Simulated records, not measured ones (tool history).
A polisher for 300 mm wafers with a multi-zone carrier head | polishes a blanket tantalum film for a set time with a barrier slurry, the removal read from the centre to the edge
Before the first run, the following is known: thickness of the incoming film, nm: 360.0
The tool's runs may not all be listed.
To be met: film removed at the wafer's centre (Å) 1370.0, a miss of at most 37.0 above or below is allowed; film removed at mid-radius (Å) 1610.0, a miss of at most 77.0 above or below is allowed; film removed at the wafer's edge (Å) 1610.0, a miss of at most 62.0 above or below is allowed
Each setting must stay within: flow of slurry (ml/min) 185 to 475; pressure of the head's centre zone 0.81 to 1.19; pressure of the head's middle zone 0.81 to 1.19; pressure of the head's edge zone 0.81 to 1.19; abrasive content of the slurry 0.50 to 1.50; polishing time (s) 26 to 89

run	day	flow of slurry (ml/min)	pressure of the head's centre zone	pressure of the head's middle zone	pressure of the head's edge zone	abrasive content of the slurry	polishing time (s)	film removed at the wafer's centre (Å)	film removed at mid-radius (Å)	film removed at the wafer's edge (Å)
1	0.000	305	1.00	1.00	1.00	1.00	57	1187.2	1211.9	1177.5
2	0.075	305	1.00	1.00	1.00	1.00	50	1048.7	1065.6	1033.1
3	0.204	300	0.98	1.01	1.02	1.10	52	1079.9	1136.5	1090.9
4	0.283	330	0.98	1.01	1.02	1.10	52	1100.6	1156.5	1118.7
5	0.425	345	0.97	1.02	1.05	1.15	54	1150.6	1201.4	1219.5
# day 0.504: worn pad replaced by a new one
6	0.504	350	0.96	1.04	1.06	1.20	55	1317.8	1444.9	1418.3
7	0.829	365	0.95	1.05	1.07	1.20	55	1289.4	1447.2	1396.1
8	0.871	375	0.95	1.06	1.09	1.20	55	1308.9	1471.2	1403.9
9	0.996	380	0.94	1.06	1.11	1.20	55	1317.3	1456.8	1414.6
10	1.367	390	0.93	1.06	1.12	1.25	55	1311.3	1467.4	1445.0
11	1.667	395	0.92	1.07	1.13	1.30	55	1316.1	1515.1	1471.4
12	1.708	405	0.91	1.07	1.14	1.35	55	1306.4	1510.3	1474.2
13	2.012	405	0.91	1.07	1.15	1.40	55	1330.1	1549.6	1522.4
14	2.379	410	0.91	1.07	1.16	1.40	55	1332.3	1533.9	1498.4
15	2.712	415	0.90	1.07	1.17	1.40	55	1322.5	1533.6	1497.0
16	3.046	410	0.90	1.07	1.17	1.40	56	1331.2	1560.5	1542.2

Exactly one of the 4 candidate moves below puts every result within its allowed miss. Which one?
A	3.379	360	0.84	1.05	1.19	1.40	58	?	?	?
B	3.379	315	0.85	1.01	1.08	1.15	65	?	?	?
C	3.379	475	0.95	1.04	1.18	1.10	57	?	?	?
D	3.379	270	0.85	1.05	1.19	1.30	59	?	?	?

move	film removed at the wafer's centre (Å)	film removed at mid-radius (Å)	film removed at the wafer's edge (Å)
A	1295.5	1584.4	1604.3
B	1376.6	1614.1	1615.9
C	1345.4	1461.6	1481.8
D	1282.7	1555.1	1580.8
A: the furthest-off result lands on target, but another misses its tolerance
B: every result within its allowed miss
C: moves away from the targets compared with the last run
D: the furthest-off result lands on target, but another misses its tolerance
Go with B: it meets all targets.
